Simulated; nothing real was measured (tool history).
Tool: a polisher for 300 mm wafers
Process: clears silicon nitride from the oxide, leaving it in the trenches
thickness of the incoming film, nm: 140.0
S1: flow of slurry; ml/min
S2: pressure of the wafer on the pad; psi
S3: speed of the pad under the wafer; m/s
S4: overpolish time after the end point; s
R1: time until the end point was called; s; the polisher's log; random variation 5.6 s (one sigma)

run    day   S1   S2    S3  S4      R1
  1  0.000  305  2.4  1.18  18  162.15
  2  0.275  305  2.4  1.18  20  164.81
  3  0.408  305  2.4  1.18  18  163.75
  4  0.721  300  2.0  1.00  18  230.89
  5  0.775  300  1.7  0.90  18  298.84
  6  0.929  260  1.7  0.90  18  301.29

Forecast run 7:
  7  1.012  260  1.7  0.90  18   ?

R1: 295.74 s

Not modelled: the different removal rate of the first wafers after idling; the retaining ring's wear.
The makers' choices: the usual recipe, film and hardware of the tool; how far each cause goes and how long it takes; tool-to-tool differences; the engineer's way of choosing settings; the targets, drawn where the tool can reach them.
